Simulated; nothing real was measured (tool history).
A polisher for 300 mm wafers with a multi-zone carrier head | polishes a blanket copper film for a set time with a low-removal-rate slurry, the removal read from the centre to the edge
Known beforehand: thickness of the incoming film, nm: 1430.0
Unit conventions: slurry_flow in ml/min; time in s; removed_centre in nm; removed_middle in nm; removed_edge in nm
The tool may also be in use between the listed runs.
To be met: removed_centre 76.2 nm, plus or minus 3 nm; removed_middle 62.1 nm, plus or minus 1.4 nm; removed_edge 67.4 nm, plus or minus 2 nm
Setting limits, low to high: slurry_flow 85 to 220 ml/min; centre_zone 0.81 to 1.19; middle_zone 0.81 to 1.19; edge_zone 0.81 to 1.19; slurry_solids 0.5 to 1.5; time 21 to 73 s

| run | hour | slurry_flow | centre_zone | middle_zone | edge_zone | slurry_solids | time | removed_centre | removed_middle | removed_edge |
|---|---|---|---|---|---|---|---|---|---|---|
| 1 | 0 | 140 | 1 | 1 | 1 | 1 | 47 | 84.949 | 85.48 | 87.105 |
| 2 | 4 | 135 | 1.02 | 0.97 | 0.97 | 0.9 | 47 | 84.188 | 79.903 | 83.07 |
| 3 | 8.1 | 135 | 1.02 | 0.97 | 0.97 | 0.8 | 47 | 81.431 | 77.369 | 79.701 |
| 4 | 12.4 | 135 | 1.02 | 0.97 | 0.97 | 0.9 | 47 | 83.835 | 80.053 | 82.833 |
| 5 | 14.3 | 170 | 1.02 | 0.97 | 0.97 | 0.9 | 47 | 88.209 | 83.778 | 85.413 |
| 6 | 17.5 | 170 | 1.02 | 0.97 | 0.97 | 0.9 | 41 | 77.585 | 72.639 | 74.042 |
| 7 | 24.2 | 130 | 1.12 | 0.89 | 0.91 | 0.9 | 41 | 76.965 | 64.594 | 68.709 |
| 8 | 25.2 | 125 | 1.12 | 0.89 | 0.91 | 0.9 | 41 | 76.778 | 63.813 | 69.419 |
| 9 | 27 | 125 | 1.12 | 0.89 | 0.9 | 0.9 | 41 | 76.335 | 64.239 | 68.349 |

Which of these 5 next moves meets every target?
| A | 28.8 | 145 | 1.03 | 0.9 | 0.85 | 0.9 | 41 | ? | ? | ? |
| B | 28.8 | 100 | 1.09 | 0.84 | 0.94 | 0.85 | 45 | ? | ? | ? |
| C | 28.8 | 110 | 1.09 | 0.86 | 0.97 | 1 | 39 | ? | ? | ? |
| D | 28.8 | 105 | 1.02 | 0.83 | 0.87 | 0.95 | 42 | ? | ? | ? |
| E | 28.8 | 160 | 1.1 | 0.86 | 0.89 | 0.95 | 38 | ? | ? | ? |

| move | removed_centre | removed_middle | removed_edge |
|---|---|---|---|
| A | 74.056 | 66.637 | 68.636 |
| B | 74.983 | 61.775 | 72.553 |
| C | 70.224 | 58.638 | 67.968 |
| D | 69.305 | 59.789 | 68.031 |
| E | 75.361 | 61.658 | 66.88 |
A: its largest miss is bigger than the last run's
B: gets the furthest-off result to its target, but another result is out of tolerance
C: moves the result that the last run missed by most past its target, out the other side
D: moves the result that the last run missed by most past its target, out the other side
E: all results in spec
Correct choice: E, which meets every target

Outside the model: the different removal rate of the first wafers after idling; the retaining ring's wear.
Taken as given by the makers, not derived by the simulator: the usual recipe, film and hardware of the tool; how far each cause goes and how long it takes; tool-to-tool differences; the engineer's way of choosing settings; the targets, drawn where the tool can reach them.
